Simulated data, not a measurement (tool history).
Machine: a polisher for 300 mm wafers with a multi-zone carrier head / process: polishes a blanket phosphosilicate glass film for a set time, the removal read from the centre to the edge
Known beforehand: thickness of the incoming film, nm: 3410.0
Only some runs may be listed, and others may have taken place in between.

run,hour,flow of slurry (ml/min),pressure of the head's centre zone,pressure of the head's middle zone,pressure of the head's edge zone,abrasive content of the slurry,polishing time (s),film removed at the wafer's centre (angstrom),film removed at mid-radius (angstrom),film removed at the wafer's edge (angstrom)
1,0.0,210,1.00,1.00,1.00,1.00,82,7996.9,7673.1,7758.4
2,2.6,210,1.06,1.00,1.00,1.00,82,8377.2,7677.2,7790.4
3,4.0,210,1.06,1.00,0.94,1.00,82,8432.9,7584.1,7491.7
4,9.6,185,1.06,1.00,0.94,1.00,82,8172.0,7519.2,7370.1
5,15.2,185,1.06,1.00,0.88,1.00,82,8259.1,7457.9,7210.3
6,16.4,190,1.07,1.01,0.90,1.05,82,8596.6,7786.5,7735.8
7,17.9,250,1.17,1.11,0.94,1.30,83,10932.0,9896.3,8859.3

Expected results for the next run?
8,23.4,250,1.17,1.11,0.96,1.30,83,?,?,?

{"run 8": {"film removed at the wafer's centre (angstrom)": 10979.0, "film removed at mid-radius (angstrom)": 9677.3, "film removed at the wafer's edge (angstrom)": 8842.0}}

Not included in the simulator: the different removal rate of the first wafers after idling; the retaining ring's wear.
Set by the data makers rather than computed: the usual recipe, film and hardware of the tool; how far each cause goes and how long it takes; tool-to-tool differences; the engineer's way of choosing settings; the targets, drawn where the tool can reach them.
